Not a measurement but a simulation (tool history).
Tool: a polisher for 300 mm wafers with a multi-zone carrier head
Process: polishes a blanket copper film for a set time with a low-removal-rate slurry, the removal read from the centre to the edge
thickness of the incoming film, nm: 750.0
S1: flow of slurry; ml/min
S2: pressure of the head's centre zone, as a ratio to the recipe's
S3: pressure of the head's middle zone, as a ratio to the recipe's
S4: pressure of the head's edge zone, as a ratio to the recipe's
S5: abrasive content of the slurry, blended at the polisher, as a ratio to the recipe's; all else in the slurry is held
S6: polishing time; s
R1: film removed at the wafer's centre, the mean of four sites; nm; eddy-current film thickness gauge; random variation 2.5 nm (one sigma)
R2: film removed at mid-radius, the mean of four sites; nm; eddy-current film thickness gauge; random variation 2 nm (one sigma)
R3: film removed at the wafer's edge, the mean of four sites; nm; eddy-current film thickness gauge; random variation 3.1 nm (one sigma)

run	day	S1	S2	S3	S4	S5	S6	R1	R2	R3
1	0.000	180	1.00	1.00	1.00	1.00	56	159.18	174.85	177.75
2	0.071	180	1.00	1.00	1.08	1.00	56	160.34	173.70	184.80
3	0.379	180	1.00	1.00	1.08	0.85	56	156.05	171.16	174.16
4	0.400	205	1.03	1.07	1.06	1.00	59	176.98	198.70	193.85
5	0.508	205	1.03	1.03	1.06	1.00	59	180.04	195.92	197.12
6	0.650	230	1.05	1.08	1.05	1.10	60	190.86	212.15	201.67
7	0.925	240	1.06	1.11	1.06	1.20	61	204.85	223.29	206.48
8	0.971	245	1.04	1.13	1.08	1.25	63	208.14	239.85	225.39
9	1.179	245	1.04	1.13	1.08	1.25	63	205.38	239.20	222.98
10	1.500	250	1.05	1.15	1.09	1.30	63	212.96	243.16	226.12
# day 1.800: centre zone pressure recalibrated
11	1.800	270	1.05	1.19	1.08	1.45	64	244.49	268.37	232.97

The next listed run, before its measurement:
12	1.875	260	1.04	1.19	1.08	1.45	64	?	?	?

Run 12 gave R1 242.83 nm, R2 263.08 nm, R3 233.73 nm.
